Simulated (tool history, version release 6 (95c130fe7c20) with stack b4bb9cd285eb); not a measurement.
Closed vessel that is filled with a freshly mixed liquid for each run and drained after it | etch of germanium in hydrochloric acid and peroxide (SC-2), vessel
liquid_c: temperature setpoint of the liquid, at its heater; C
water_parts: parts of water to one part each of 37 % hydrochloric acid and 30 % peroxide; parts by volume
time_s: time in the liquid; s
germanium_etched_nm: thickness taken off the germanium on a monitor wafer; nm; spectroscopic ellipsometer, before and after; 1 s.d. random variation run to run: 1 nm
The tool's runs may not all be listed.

Run 1, hour 0: liquid_c 62 C, water_parts 6.5 parts by volume, time_s 30 s. Result: germanium_etched_nm 101.53 nm.
Run 2, hour 7.2: liquid_c 63 C, water_parts 6.5 parts by volume, time_s 30 s. Result: germanium_etched_nm 105.22 nm.
Run 3, hour 8.1: liquid_c 58.5 C, water_parts 6.5 parts by volume, time_s 30 s. Result: germanium_etched_nm 91.308 nm.
Run 4, hour 16.8: liquid_c 60 C, water_parts 6.5 parts by volume, time_s 30 s. Result: germanium_etched_nm 95.423 nm.
Run 5, hour 21.7: liquid_c 57.5 C, water_parts 6.5 parts by volume, time_s 30 s. Result: germanium_etched_nm 88.257 nm.
Run 6, hour 23.5: liquid_c 57.5 C, water_parts 6.5 parts by volume, time_s 30 s. Result: germanium_etched_nm 89.276 nm.

Run 7 comes next. What will it give?
Run 7, hour 30.5: liquid_c 59 C, water_parts 6.5 parts by volume, time_s 30 s. Result: germanium_etched_nm ?.

{"run 7": {"germanium_etched_nm": 94.167}}

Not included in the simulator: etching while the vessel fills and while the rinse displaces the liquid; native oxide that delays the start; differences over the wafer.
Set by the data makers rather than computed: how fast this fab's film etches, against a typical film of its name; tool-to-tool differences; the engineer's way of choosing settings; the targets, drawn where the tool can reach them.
